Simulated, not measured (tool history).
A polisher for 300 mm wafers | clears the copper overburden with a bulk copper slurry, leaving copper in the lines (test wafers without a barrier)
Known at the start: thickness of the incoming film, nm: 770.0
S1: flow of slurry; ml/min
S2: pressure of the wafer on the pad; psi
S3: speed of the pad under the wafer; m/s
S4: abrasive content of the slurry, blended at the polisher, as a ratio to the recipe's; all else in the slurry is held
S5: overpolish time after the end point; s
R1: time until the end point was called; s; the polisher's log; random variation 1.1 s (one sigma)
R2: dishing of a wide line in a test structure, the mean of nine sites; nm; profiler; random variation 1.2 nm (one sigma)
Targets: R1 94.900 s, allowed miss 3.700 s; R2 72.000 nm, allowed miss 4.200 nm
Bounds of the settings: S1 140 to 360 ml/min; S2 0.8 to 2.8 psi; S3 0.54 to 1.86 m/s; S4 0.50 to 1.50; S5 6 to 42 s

run,hour,S1,S2,S3,S4,S5,R1,R2
1,0.0,230,1.8,1.18,1.00,21,137.530,56.324
2,0.6,230,1.9,1.18,1.00,21,130.850,57.253
3,8.3,230,1.9,0.98,1.00,21,151.080,51.890
4,16.0,230,1.9,0.98,1.00,28,155.560,62.072
5,17.2,230,2.1,0.98,1.00,27,141.450,65.007
6,24.0,230,1.9,0.98,1.00,27,155.430,61.846
7,25.4,230,2.1,0.98,1.00,26,140.850,64.485
8,29.8,230,2.3,0.98,1.00,24,129.390,65.857
9,35.6,230,2.4,1.00,1.00,23,121.530,65.454
10,37.1,230,2.5,1.02,1.00,22,113.230,67.818
11,42.8,230,2.6,1.02,1.00,21,111.890,68.053
12,50.6,230,2.6,1.04,1.00,20,107.670,66.903
13,52.8,235,2.7,1.06,1.00,20,100.770,69.398

Which of these 4 next moves meets every target?
A,55.0,285,2.6,0.94,1.05,21,?,?
B,55.0,260,2.6,1.14,1.10,21,?,?
C,55.0,230,2.8,0.98,1.00,22,?,?
D,55.0,190,2.8,1.04,0.85,23,?,?

move,R1,R2
A,112.940,66.790
B,93.204,73.161
C,104.390,71.880
D,105.710,72.955
A: further off than the last run
B: meets every target
C: further off than the last run
D: further off than the last run
The right move is B.

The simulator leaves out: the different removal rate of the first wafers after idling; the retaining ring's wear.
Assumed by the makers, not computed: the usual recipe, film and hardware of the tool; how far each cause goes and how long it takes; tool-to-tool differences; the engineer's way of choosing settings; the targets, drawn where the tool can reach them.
